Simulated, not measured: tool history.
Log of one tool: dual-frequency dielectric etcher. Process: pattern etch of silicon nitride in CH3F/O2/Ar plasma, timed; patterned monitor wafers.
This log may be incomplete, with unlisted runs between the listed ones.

run  hour  source power (W)  bias power (W)  etch time (s)  mean etch depth across the wafer (angstrom)
  1   0.0               390              92           66.0                                       552.24
  2   0.9               330              92           66.0                                       498.06
  3   8.9               320              91           66.0                                       488.94
  4  15.0               310              91           66.0                                       474.87
  5  17.4               310             107           66.0                                       496.62
  6  18.9               300             106           66.0                                       492.15
  7  21.5               290             105           66.0                                       473.63
  8  22.6               280             105           66.0                                       463.20

What does the tool deliver on the next run?
  9  31.1               270             105           66.0                                            ?

mean etch depth across the wafer (angstrom): 446.63
